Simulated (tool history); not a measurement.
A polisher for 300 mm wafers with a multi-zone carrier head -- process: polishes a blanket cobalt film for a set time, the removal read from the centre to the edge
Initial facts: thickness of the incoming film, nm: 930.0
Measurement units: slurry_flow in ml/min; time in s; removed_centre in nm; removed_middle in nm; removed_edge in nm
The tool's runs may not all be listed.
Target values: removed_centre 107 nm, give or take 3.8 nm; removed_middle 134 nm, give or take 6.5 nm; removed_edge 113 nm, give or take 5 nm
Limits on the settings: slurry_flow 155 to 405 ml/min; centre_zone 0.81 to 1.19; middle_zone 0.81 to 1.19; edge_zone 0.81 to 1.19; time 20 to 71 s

{"run": 1, "day": 0.0, "slurry_flow": 260, "centre_zone": 1, "middle_zone": 1, "edge_zone": 1, "time": 45, "removed_centre": 165.04, "removed_middle": 168.81, "removed_edge": 172.32}
{"run": 2, "day": 0.367, "slurry_flow": 205, "centre_zone": 1, "middle_zone": 1, "edge_zone": 1, "time": 45, "removed_centre": 158.43, "removed_middle": 166.74, "removed_edge": 167.06}
{"run": 3, "day": 0.442, "slurry_flow": 195, "centre_zone": 0.98, "middle_zone": 1.03, "edge_zone": 0.96, "time": 40, "removed_centre": 140.62, "removed_middle": 149.68, "removed_edge": 145.55}
{"run": 4, "day": 0.479, "slurry_flow": 195, "centre_zone": 0.98, "middle_zone": 1.03, "edge_zone": 0.96, "time": 48, "removed_centre": 167.81, "removed_middle": 180.75, "removed_edge": 172.87}
{"run": 5, "day": 0.7, "slurry_flow": 195, "centre_zone": 0.98, "middle_zone": 1.08, "edge_zone": 0.96, "time": 48, "removed_centre": 167.88, "removed_middle": 188.23, "removed_edge": 175.98}
{"run": 6, "day": 0.842, "slurry_flow": 185, "centre_zone": 0.94, "middle_zone": 1.1, "edge_zone": 0.92, "time": 43, "removed_centre": 142.9, "removed_middle": 166.51, "removed_edge": 152.19}
{"run": 7, "day": 1.208, "slurry_flow": 185, "centre_zone": 0.94, "middle_zone": 1.1, "edge_zone": 0.92, "time": 43, "removed_centre": 141.63, "removed_middle": 165.68, "removed_edge": 153.56}
{"run": 8, "day": 1.296, "slurry_flow": 175, "centre_zone": 0.93, "middle_zone": 1.13, "edge_zone": 0.88, "time": 39, "removed_centre": 127.43, "removed_middle": 157.86, "removed_edge": 137.24}
{"run": 9, "day": 1.646, "slurry_flow": 185, "centre_zone": 0.93, "middle_zone": 1.13, "edge_zone": 0.84, "time": 29, "removed_centre": 94.862, "removed_middle": 116.82, "removed_edge": 98.279}
{"run": 10, "day": 1.871, "slurry_flow": 185, "centre_zone": 0.94, "middle_zone": 1.15, "edge_zone": 0.87, "time": 30, "removed_centre": 100.09, "removed_middle": 123.67, "removed_edge": 101.76}
{"run": 11, "day": 1.971, "slurry_flow": 185, "centre_zone": 0.94, "middle_zone": 1.15, "edge_zone": 0.89, "time": 31, "removed_centre": 103.77, "removed_middle": 130.87, "removed_edge": 107.16}
{"run": 12, "day": 2.25, "slurry_flow": 185, "centre_zone": 0.94, "middle_zone": 1.14, "edge_zone": 0.9, "time": 31, "removed_centre": 102.6, "removed_middle": 123.81, "removed_edge": 108.29}

Pick the move, out of 4, that brings all results within their allowed miss; only one does.
{"run": "A", "day": 2.529, "slurry_flow": 175, "centre_zone": 0.86, "middle_zone": 1.19, "edge_zone": 0.81, "time": 33, "removed_centre": "?", "removed_middle": "?", "removed_edge": "?"}
{"run": "B", "day": 2.529, "slurry_flow": 165, "centre_zone": 0.92, "middle_zone": 1.04, "edge_zone": 0.99, "time": 33, "removed_centre": "?", "removed_middle": "?", "removed_edge": "?"}
{"run": "C", "day": 2.529, "slurry_flow": 175, "centre_zone": 0.96, "middle_zone": 1.19, "edge_zone": 0.94, "time": 32, "removed_centre": "?", "removed_middle": "?", "removed_edge": "?"}
{"run": "D", "day": 2.529, "slurry_flow": 195, "centre_zone": 0.98, "middle_zone": 1.17, "edge_zone": 0.87, "time": 29, "removed_centre": "?", "removed_middle": "?", "removed_edge": "?"}

move=A removed_centre=100.41 removed_middle=141.31 removed_edge=113.31
move=B removed_centre=106.78 removed_middle=125.21 removed_edge=124.02
move=C removed_centre=108.79 removed_middle=136.93 removed_edge=117.52
move=D removed_centre=101.65 removed_middle=123.38 removed_edge=103.49
A: moves the result that the last run missed by most past its target, out the other side
B: misses by more than the last run did
C: all results land within tolerance of their targets
D: misses by more than the last run did
Move C is the one to make.
